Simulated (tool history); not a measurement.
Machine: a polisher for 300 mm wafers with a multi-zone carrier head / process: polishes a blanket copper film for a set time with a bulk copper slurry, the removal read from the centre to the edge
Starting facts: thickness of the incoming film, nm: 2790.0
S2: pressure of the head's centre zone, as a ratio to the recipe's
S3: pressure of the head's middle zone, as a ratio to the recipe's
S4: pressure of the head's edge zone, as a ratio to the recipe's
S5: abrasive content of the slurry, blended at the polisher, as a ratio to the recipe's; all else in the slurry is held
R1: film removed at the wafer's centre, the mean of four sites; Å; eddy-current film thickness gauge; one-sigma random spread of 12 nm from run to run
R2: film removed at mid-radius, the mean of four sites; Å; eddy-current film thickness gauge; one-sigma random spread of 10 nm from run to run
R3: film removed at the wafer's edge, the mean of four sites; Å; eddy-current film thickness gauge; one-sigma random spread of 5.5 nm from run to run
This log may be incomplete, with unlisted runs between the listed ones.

Run 1, hour 0: flow of slurry (ml/min) 160, S2 1, S3 1, S4 1, S5 1, polishing time (s) 76. Result: R1 8051.9 Å, R2 8083 Å, R3 7996.8 Å.
Run 2, hour 4.2: flow of slurry (ml/min) 180, S2 1.05, S3 1.04, S4 1.02, S5 1.05, polishing time (s) 76. Result: R1 8574.9 Å, R2 8696.3 Å, R3 8278.3 Å.
Run 3, hour 8.8: flow of slurry (ml/min) 180, S2 1, S3 1.04, S4 1.02, S5 1.05, polishing time (s) 76. Result: R1 8181.3 Å, R2 8613.8 Å, R3 8219.4 Å.
Run 4, hour 12.5: flow of slurry (ml/min) 195, S2 1.06, S3 1.06, S4 1.02, S5 1.1, polishing time (s) 76. Result: R1 8964.3 Å, R2 8827.1 Å, R3 8385.5 Å.
Run 5, hour 15.9: flow of slurry (ml/min) 195, S2 1.06, S3 1.11, S4 1.02, S5 1.1, polishing time (s) 76. Result: R1 8931.9 Å, R2 9160.7 Å, R3 8369 Å.
Run 6, hour 23: flow of slurry (ml/min) 205, S2 1.1, S3 1.13, S4 1.04, S5 1.15, polishing time (s) 76. Result: R1 9275 Å, R2 9400.5 Å, R3 8632.1 Å.
Run 7, hour 26.6: flow of slurry (ml/min) 215, S2 1.13, S3 1.14, S4 1.04, S5 1.2, polishing time (s) 76. Result: R1 9637.5 Å, R2 9607.5 Å, R3 8573.1 Å.

Predict the results of run 8:
Run 8, hour 33.7: flow of slurry (ml/min) 220, S2 1.15, S3 1.14, S4 1.05, S5 1.25, polishing time (s) 77. Result: R1 ?, R2 ?, R3 ?.

{"run 8": {"R1": 10271, "R2": 9882.6, "R3": 8841.8}}
